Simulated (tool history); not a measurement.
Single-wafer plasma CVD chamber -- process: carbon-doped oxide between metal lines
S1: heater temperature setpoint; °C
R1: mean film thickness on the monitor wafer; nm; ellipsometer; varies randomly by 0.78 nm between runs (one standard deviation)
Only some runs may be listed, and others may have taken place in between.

Run 1, hour 0.0: S1 340 °C, chamber pressure (Torr) 6.85, RF power (kW) 0.650, deposition time (s) 31.4. Result: R1 197.04 nm.
Run 2, hour 2.8: S1 340 °C, chamber pressure (Torr) 5.82, RF power (kW) 0.650, deposition time (s) 31.4. Result: R1 194.49 nm.
Run 3, hour 3.6: S1 340 °C, chamber pressure (Torr) 6.30, RF power (kW) 0.650, deposition time (s) 31.4. Result: R1 195.61 nm.
Run 4, hour 5.6: S1 332 °C, chamber pressure (Torr) 6.30, RF power (kW) 0.650, deposition time (s) 31.4. Result: R1 198.64 nm.
Run 5, hour 8.7: S1 331 °C, chamber pressure (Torr) 6.47, RF power (kW) 0.685, deposition time (s) 31.5. Result: R1 207.95 nm.
Run 6, hour 16.9: S1 331 °C, chamber pressure (Torr) 6.47, RF power (kW) 0.655, deposition time (s) 31.5. Result: R1 201.61 nm.
Run 7, hour 25.3: S1 330 °C, chamber pressure (Torr) 6.64, RF power (kW) 0.685, deposition time (s) 31.6. Result: R1 209.41 nm.

What will run 8 give?
Run 8, hour 33.1: S1 329 °C, chamber pressure (Torr) 6.80, RF power (kW) 0.705, deposition time (s) 31.6. Result: R1 ?.

{"run 8": {"R1": 213.47}}
